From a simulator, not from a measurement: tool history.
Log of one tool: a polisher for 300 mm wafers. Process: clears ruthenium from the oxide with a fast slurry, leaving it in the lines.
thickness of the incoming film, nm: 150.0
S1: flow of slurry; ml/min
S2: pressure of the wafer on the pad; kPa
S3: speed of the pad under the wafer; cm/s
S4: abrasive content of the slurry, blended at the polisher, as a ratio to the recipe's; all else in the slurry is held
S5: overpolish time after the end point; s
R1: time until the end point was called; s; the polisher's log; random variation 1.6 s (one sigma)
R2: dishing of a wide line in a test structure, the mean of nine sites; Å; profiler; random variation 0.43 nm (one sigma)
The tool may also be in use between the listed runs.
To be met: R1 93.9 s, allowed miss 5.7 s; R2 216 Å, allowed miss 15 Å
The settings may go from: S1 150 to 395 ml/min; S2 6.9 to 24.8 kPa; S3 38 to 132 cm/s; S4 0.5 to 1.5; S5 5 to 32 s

run	day	S1	S2	S3	S4	S5	R1	R2
1	0	250	15.9	84	1	16	58.401	356.36
2	0.221	250	15.9	70	1	16	69.38	301.35
3	0.462	250	14.5	70	1	16	78.231	286.69
4	0.688	250	13.8	70	1	15	79.246	257.83
5	0.908	250	13.1	70	1	15	81.955	242.56
6	1.038	250	13.1	70	1	10	83.617	162.3
7	1.312	250	13.1	70	1	10	85.251	162.76
8	1.55	250	12.4	70	1	11	88.111	171.25
9	1.629	250	12.4	70	1	12	87.657	185.54
10	1.917	250	11.7	70	1	13	89.444	190.52
11	2.054	250	11	70	1	17	96.036	235.29

5 next moves are on the table. One of them brings every result within its allowed miss. Which?
A	2.192	255	11	74	1	15	?	?
B	2.192	260	9.7	76	0.95	21	?	?
C	2.192	240	11	70	1.1	21	?	?
D	2.192	240	11.7	74	1	18	?	?
E	2.192	250	11.7	70	0.85	18	?	?

move	R1	R2
A	92.18	219.95
B	103.82	269.69
C	94.566	294.04
D	87.605	273.63
E	97.889	246.73
A: meets every target
B: further off than the last run
C: further off than the last run
D: further off than the last run
E: further off than the last run
Move A is the one to make.
